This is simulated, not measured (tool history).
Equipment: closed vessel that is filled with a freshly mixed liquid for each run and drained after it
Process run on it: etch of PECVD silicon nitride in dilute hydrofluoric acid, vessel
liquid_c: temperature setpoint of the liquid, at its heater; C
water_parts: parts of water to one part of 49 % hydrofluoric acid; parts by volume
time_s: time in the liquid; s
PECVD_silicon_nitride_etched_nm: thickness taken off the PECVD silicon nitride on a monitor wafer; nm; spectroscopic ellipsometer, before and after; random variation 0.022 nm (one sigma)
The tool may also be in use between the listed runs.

run  hour  liquid_c  water_parts  time_s  PECVD_silicon_nitride_etched_nm
  1   0.0      20.0          215     275                           4.6676
  2   1.0      19.5          225     275                           4.2850
  3   7.7      19.5          155     275                           6.2924
  4  13.1      19.5           80     275                          11.5820
  5  21.4      19.5          100     275                           9.5010
  6  26.6      17.0          100     275                           7.9190
  7  27.8      17.0          115     275                           6.9309
  8  31.8      17.0          130     275                           6.1996
  9  33.1      17.0          145     275                           5.5795
 10  35.1      17.0          155     275                           5.2567
 11  43.6      17.0          155     275                           5.2589
 12  52.7      17.0          165     275                           4.9227
 13  57.8      17.0          175     275                           4.6209
 14  67.0      17.0          185     275                           4.3238
 15  69.7      17.0          195     275                           4.1073
 16  77.2      17.0          205     275                           3.9460
 17  81.8      17.0          210     275                           3.8179
 18  87.5      17.0          215     275                           3.7909
 19  90.4      17.0          220     275                           3.7453
 20  99.0      17.0          225     275                           3.5638

Predict the results of run 21:
 21  101.4      17.0          230     275                                ?

PECVD_silicon_nitride_etched_nm: 3.5716 nm
